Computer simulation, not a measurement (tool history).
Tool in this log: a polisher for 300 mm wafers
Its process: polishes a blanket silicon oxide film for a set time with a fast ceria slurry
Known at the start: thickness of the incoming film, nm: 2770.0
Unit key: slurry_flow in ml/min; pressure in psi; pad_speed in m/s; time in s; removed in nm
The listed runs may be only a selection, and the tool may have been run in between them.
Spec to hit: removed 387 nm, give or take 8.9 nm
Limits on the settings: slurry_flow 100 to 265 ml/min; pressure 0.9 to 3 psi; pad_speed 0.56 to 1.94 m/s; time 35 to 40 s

| run | hour | slurry_flow | pressure | pad_speed | time | removed |
|---|---|---|---|---|---|---|
| 1 | 0 | 170 | 1.9 | 1.24 | 40 | 575.74 |
| 2 | 8 | 170 | 2.1 | 1.24 | 40 | 634.84 |
| 3 | 12.2 | 195 | 2.1 | 1.24 | 40 | 651.62 |
| 4 | 19.4 | 195 | 2.1 | 1.24 | 35 | 558.54 |
| 5 | 20.5 | 225 | 2.1 | 1.24 | 35 | 578.97 |
| 6 | 29.1 | 225 | 2.1 | 1.46 | 35 | 647.32 |
| 7 | 32.6 | 225 | 2 | 1.46 | 35 | 618.76 |
| 8 | 34.9 | 175 | 1.4 | 1.44 | 35 | 411.34 |

Of the 5 settings listed for the next run, only one would bring every result within its allowed miss of target. Which one?
| A | 37.2 | 150 | 1.3 | 1.48 | 35 | ? |
| B | 37.2 | 170 | 1.2 | 1.24 | 40 | ? |
| C | 37.2 | 175 | 1.3 | 1.32 | 35 | ? |
| D | 37.2 | 170 | 1.4 | 1.2 | 35 | ? |
| E | 37.2 | 165 | 1.3 | 1.28 | 36 | ? |

| move | removed |
|---|---|
| A | 389.07 |
| B | 372.38 |
| C | 368.17 |
| D | 369.58 |
| E | 367.84 |
A: every result within its allowed miss
B: takes the biggest miss from the last run beyond its target
C: takes the biggest miss from the last run beyond its target
D: takes the biggest miss from the last run beyond its target
E: takes the biggest miss from the last run beyond its target
Correct choice: A, which meets every target

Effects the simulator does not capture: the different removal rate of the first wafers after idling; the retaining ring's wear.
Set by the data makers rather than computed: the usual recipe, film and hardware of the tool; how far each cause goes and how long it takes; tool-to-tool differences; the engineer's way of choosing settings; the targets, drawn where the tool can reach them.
